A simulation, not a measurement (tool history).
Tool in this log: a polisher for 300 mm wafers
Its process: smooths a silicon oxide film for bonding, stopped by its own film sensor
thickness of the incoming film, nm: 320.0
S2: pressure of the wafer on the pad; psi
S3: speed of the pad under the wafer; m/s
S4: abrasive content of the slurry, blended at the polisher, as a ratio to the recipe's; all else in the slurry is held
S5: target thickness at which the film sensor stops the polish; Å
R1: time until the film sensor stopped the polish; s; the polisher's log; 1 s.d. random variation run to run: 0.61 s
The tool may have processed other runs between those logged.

run 1 day=0.000 | flow_of_slurry_(ml/min)=250 S2=2.6 S3=0.96 S4=1.00 S5=2670 | R1=83.027
run 2 day=0.033 | flow_of_slurry_(ml/min)=250 S2=2.8 S3=0.96 S4=1.00 S5=2670 | R1=76.497
run 3 day=0.379 | flow_of_slurry_(ml/min)=250 S2=3.3 S3=0.96 S4=1.00 S5=2670 | R1=66.533
run 4 day=0.575 | flow_of_slurry_(ml/min)=250 S2=3.4 S3=0.98 S4=1.00 S5=2670 | R1=64.792
run 5 day=0.683 | flow_of_slurry_(ml/min)=250 S2=3.4 S3=0.74 S4=1.00 S5=2670 | R1=79.496
run 6 day=0.942 | flow_of_slurry_(ml/min)=250 S2=3.4 S3=0.74 S4=1.15 S5=2670 | R1=74.763
run 7 day=1.175 | flow_of_slurry_(ml/min)=250 S2=3.5 S3=0.78 S4=1.15 S5=2670 | R1=69.470
run 8 day=1.338 | flow_of_slurry_(ml/min)=250 S2=3.6 S3=0.82 S4=1.15 S5=2670 | R1=66.085

Predict the results of run 9:
run 9 day=1.504 | flow_of_slurry_(ml/min)=250 S2=3.7 S3=0.84 S4=1.15 S5=2670 | R1=?

Run 9 came out at R1 62.286 s.

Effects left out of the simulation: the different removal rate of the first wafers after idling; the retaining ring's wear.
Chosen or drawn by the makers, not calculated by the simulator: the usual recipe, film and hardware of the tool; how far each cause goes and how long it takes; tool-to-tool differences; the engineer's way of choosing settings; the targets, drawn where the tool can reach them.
